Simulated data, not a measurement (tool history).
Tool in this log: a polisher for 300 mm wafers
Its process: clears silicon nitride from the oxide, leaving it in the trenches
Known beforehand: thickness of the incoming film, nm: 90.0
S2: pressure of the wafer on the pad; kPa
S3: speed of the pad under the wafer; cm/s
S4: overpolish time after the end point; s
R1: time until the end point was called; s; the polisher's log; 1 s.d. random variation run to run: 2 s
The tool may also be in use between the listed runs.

{"run": 1, "hour": 0.0, "flow of slurry (ml/min)": 230, "S2": 17.9, "S3": 96, "S4": 5, "R1": 111.69}
{"run": 2, "hour": 6.4, "flow of slurry (ml/min)": 230, "S2": 17.2, "S3": 96, "S4": 5, "R1": 117.4}
{"run": 3, "hour": 15.4, "flow of slurry (ml/min)": 230, "S2": 16.5, "S3": 96, "S4": 5, "R1": 121.6}
{"run": 4, "hour": 22.9, "flow of slurry (ml/min)": 270, "S2": 16.5, "S3": 96, "S4": 5, "R1": 117.18}
{"run": 5, "hour": 24.6, "flow of slurry (ml/min)": 265, "S2": 15.9, "S3": 96, "S4": 5, "R1": 125.37}
{"run": 6, "hour": 32.3, "flow of slurry (ml/min)": 265, "S2": 15.2, "S3": 96, "S4": 5, "R1": 128.93}
{"run": 7, "hour": 39.3, "flow of slurry (ml/min)": 265, "S2": 15.2, "S3": 96, "S4": 5, "R1": 128.59}
{"run": 8, "hour": 44.3, "flow of slurry (ml/min)": 265, "S2": 14.5, "S3": 96, "S4": 5, "R1": 133.7}

What will run 9 give?
{"run": 9, "hour": 48.9, "flow of slurry (ml/min)": 265, "S2": 13.8, "S3": 96, "S4": 5, "R1": "?"}

R1: 140.70 s

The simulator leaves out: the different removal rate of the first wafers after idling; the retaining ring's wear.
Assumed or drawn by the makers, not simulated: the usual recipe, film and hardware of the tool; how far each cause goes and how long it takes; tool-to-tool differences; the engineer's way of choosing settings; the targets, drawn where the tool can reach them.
